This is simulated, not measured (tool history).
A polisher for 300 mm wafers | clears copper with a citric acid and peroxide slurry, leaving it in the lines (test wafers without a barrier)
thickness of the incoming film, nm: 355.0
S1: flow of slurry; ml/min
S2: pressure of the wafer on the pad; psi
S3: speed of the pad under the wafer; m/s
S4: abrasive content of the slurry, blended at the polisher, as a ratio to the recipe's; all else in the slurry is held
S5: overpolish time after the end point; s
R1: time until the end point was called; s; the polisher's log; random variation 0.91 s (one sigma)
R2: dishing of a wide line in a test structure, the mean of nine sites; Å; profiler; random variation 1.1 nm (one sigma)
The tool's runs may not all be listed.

run	day	S1	S2	S3	S4	S5	R1	R2
1	0	200	3.9	1.2	1	18	124.34	370.8
2	0.129	195	4.4	1.26	1	20	102.82	485.1
3	0.212	195	4.4	1.26	1.1	20	100.84	487.78
4	0.342	195	3.8	1.26	1.1	20	118.52	423.92
5	0.492	190	4.4	1.26	1.1	21	101.34	509.45
6	0.733	190	4.4	1.26	1.1	27	102.71	631.16
7	1.104	195	4.8	1.26	1.1	27	93.579	678.3

Forecast run 8:
8	1.133	200	5.9	1.28	1.1	27	?	?

Run 8 gave R1 73.541 s, R2 800.99 Å.
